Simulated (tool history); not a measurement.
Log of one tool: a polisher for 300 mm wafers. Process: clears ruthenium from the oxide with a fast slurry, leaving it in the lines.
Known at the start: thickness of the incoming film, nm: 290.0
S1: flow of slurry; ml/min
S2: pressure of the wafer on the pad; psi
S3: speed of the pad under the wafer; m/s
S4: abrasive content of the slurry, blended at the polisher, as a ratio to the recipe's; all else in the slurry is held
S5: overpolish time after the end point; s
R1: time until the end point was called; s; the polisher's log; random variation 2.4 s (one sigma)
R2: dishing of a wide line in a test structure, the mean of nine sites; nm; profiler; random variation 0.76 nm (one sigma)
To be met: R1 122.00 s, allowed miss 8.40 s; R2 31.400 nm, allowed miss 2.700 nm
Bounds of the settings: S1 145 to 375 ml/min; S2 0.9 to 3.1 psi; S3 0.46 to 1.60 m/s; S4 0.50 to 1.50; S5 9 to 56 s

run 1 day=0.000 | S1=240 S2=2.0 S3=1.02 S4=1.00 S5=29 | R1=121.65 R2=49.440
run 2 day=0.067 | S1=240 S2=2.5 S3=1.02 S4=1.00 S5=29 | R1=109.24 R2=58.195
run 3 day=0.367 | S1=240 S2=2.5 S3=0.92 S4=1.00 S5=29 | R1=117.64 R2=51.720
run 4 day=0.433 | S1=240 S2=2.5 S3=0.92 S4=1.00 S5=25 | R1=121.67 R2=45.275
run 5 day=0.708 | S1=240 S2=3.0 S3=0.92 S4=1.00 S5=25 | R1=105.93 R2=50.983
run 6 day=0.888 | S1=240 S2=3.0 S3=0.92 S4=1.10 S5=25 | R1=102.62 R2=53.635
run 7 day=1.008 | S1=240 S2=2.9 S3=0.90 S4=1.10 S5=22 | R1=107.83 R2=46.075
run 8 day=1.129 | S1=240 S2=2.6 S3=0.88 S4=1.10 S5=11 | R1=114.20 R2=22.475
run 9 day=1.233 | S1=240 S2=2.6 S3=0.86 S4=1.10 S5=13 | R1=115.78 R2=27.198
run 10 day=1.442 | S1=245 S2=2.5 S3=0.82 S4=1.15 S5=18 | R1=123.09 R2=33.442

4 next moves are on the table. One of them brings every result within its allowed miss. Which?
run A day=1.650 | S1=265 S2=2.2 S3=0.88 S4=1.25 S5=22 | R1=? R2=?
run B day=1.650 | S1=285 S2=2.0 S3=0.94 S4=1.20 S5=20 | R1=? R2=?
run C day=1.650 | S1=245 S2=2.4 S3=0.86 S4=1.15 S5=20 | R1=? R2=?
run D day=1.650 | S1=240 S2=2.4 S3=0.88 S4=1.10 S5=16 | R1=? R2=?

move=A R1=124.37 R2=41.547
move=B R1=125.96 R2=37.959
move=C R1=124.13 R2=38.431
move=D R1=123.89 R2=31.789
A: further off than the last run
B: further off than the last run
C: further off than the last run
D: meets every target
Answer: D
